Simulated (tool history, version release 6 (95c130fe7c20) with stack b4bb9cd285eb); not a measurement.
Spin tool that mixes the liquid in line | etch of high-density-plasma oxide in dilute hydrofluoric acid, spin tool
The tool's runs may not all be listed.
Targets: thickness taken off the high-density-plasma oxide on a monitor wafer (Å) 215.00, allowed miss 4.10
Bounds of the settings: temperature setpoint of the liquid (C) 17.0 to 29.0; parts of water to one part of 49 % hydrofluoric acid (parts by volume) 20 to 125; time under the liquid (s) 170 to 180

run	day	temperature setpoint of the liquid (C)	parts of water to one part of 49 % hydrofluoric acid (parts by volume)	time under the liquid (s)	thickness taken off the high-density-plasma oxide on a monitor wafer (Å)
1	0.000	21.0	70	170	113.04
2	0.050	22.5	65	170	130.22
3	0.367	22.5	65	180	137.64
4	0.700	22.5	65	170	131.35
5	0.900	24.0	60	170	151.84
6	1.042	24.0	60	180	159.68
7	1.342	25.0	60	180	167.47
8	1.550	26.0	60	180	174.11
9	1.883	26.5	60	180	179.71

5 next moves are on the table. One of them brings every result within its allowed miss. Which?
A	2.217	27.0	55	180	?
B	2.217	25.5	65	175	?
C	2.217	26.5	65	170	?
D	2.217	26.5	50	180	?
E	2.217	24.0	65	170	?

move	thickness taken off the high-density-plasma oxide on a monitor wafer (Å)
A	199.20
B	152.22
C	153.83
D	216.39
E	139.28
A: nearer than the last run, and not there yet
B: further off than the last run
C: further off than the last run
D: meets every target
E: further off than the last run
Answer: D
